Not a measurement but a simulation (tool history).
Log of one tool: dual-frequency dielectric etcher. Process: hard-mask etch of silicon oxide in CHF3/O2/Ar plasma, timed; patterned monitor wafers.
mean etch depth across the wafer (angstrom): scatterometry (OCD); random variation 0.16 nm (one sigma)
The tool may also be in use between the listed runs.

| run | hour | source power (W) | bias power (W) | etch time (s) | mean etch depth across the wafer (angstrom) |
|---|---|---|---|---|---|
| 1 | 0 | 550 | 220 | 29.5 | 605.57 |
| 2 | 2.1 | 510 | 216 | 29.5 | 584.76 |
| 3 | 10.7 | 440 | 216 | 29.5 | 560.78 |
| 4 | 17.8 | 440 | 216 | 29.5 | 557.96 |
| 5 | 23.6 | 440 | 216 | 30.5 | 578.95 |
| 6 | 30.6 | 440 | 178 | 30.5 | 546.01 |
| 7 | 32.9 | 420 | 177 | 30.5 | 536.42 |

Run 8 comes next. What will it give?
| 8 | 41.2 | 410 | 176 | 30.5 | ? |

mean etch depth across the wafer (angstrom): 531.98
